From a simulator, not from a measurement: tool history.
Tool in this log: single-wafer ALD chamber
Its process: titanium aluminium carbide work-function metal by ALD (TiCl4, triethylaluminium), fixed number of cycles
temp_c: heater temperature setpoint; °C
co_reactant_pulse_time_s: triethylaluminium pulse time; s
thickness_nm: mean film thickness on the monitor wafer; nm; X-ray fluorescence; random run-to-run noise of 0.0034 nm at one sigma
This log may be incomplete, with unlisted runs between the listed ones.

run 1 hour=0.0 | temp_c=300 co_reactant_pulse_time_s=9.37 | thickness_nm=1.8739
run 2 hour=7.3 | temp_c=300 co_reactant_pulse_time_s=11.58 | thickness_nm=1.9265
run 3 hour=10.9 | temp_c=293 co_reactant_pulse_time_s=9.02 | thickness_nm=1.8063
run 4 hour=19.4 | temp_c=288 co_reactant_pulse_time_s=7.26 | thickness_nm=1.6642
run 5 hour=26.5 | temp_c=284 co_reactant_pulse_time_s=6.55 | thickness_nm=1.5692
run 6 hour=33.2 | temp_c=282 co_reactant_pulse_time_s=6.43 | thickness_nm=1.5384
run 7 hour=41.2 | temp_c=282 co_reactant_pulse_time_s=6.43 | thickness_nm=1.5324

Run 8 comes next. What will it give?
run 8 hour=43.5 | temp_c=281 co_reactant_pulse_time_s=6.37 | thickness_nm=?

{"run 8": {"thickness_nm": 1.5232}}
